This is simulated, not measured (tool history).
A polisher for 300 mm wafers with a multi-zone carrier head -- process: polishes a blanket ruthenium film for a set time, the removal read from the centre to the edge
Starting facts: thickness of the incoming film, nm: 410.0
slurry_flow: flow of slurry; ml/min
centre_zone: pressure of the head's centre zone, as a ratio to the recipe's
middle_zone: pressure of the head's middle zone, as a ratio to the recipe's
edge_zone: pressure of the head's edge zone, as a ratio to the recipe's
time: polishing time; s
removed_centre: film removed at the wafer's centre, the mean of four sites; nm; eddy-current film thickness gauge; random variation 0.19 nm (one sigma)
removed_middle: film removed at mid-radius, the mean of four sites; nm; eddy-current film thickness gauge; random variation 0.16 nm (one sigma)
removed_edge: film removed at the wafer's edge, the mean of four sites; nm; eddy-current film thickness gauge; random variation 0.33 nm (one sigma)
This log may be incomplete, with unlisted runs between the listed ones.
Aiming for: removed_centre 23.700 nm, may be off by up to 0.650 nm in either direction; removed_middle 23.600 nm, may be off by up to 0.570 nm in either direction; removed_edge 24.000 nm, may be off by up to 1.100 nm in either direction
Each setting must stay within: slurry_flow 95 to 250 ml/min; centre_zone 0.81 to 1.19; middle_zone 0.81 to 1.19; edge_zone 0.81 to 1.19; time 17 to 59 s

run  hour  slurry_flow  centre_zone  middle_zone  edge_zone  time  removed_centre  removed_middle  removed_edge
  1   0.0          160         1.00         1.00       1.00    38          28.487          27.707        28.646
  2   2.8          160         1.07         1.00       1.00    38          30.432          27.719        28.887
  3   9.3          155         1.05         0.99       0.98    38          29.691          27.585        27.682
  4  15.9          155         1.10         0.99       0.98    38          31.528          27.483        28.139
  5  20.5          150         1.08         0.98       0.97    38          30.747          27.262        27.981
  6  23.8          145         1.06         0.97       0.96    38          30.453          27.025        27.495
  7  26.8          105         0.96         0.88       0.92    35          23.519          22.139        23.926
  8  34.4          105         0.96         0.89       0.92    35          23.513          22.105        24.550
  9  35.0          105         0.96         0.89       0.92    35          23.414          22.255        23.956
 10  36.2          115         0.95         0.92       0.91    35          23.732          22.812        24.747

Which single option among these 5 for the next run brings every result within its allowed miss of target? Just one does.
  A  37.4          115         0.92         0.92       0.85    36               ?               ?             ?
  B  37.4          100         0.82         0.81       0.99    39               ?               ?             ?
  C  37.4          110         0.96         0.90       0.90    35               ?               ?             ?
  D  37.4          150         0.88         0.81       0.89    36               ?               ?             ?
  E  37.4          110         0.90         0.90       0.93    37               ?               ?             ?

move  removed_centre  removed_middle  removed_edge
   A          23.803          23.821        24.189
   B          22.453          22.809        27.794
   C          23.989          22.598        24.039
   D          23.648          22.204        25.349
   E          23.762          23.896        25.801
A: all results in spec
B: its largest miss is bigger than the last run's
C: its largest miss is bigger than the last run's
D: its largest miss is bigger than the last run's
E: meets the target for the result that was furthest off, but another lies outside its allowed miss
Answer: A
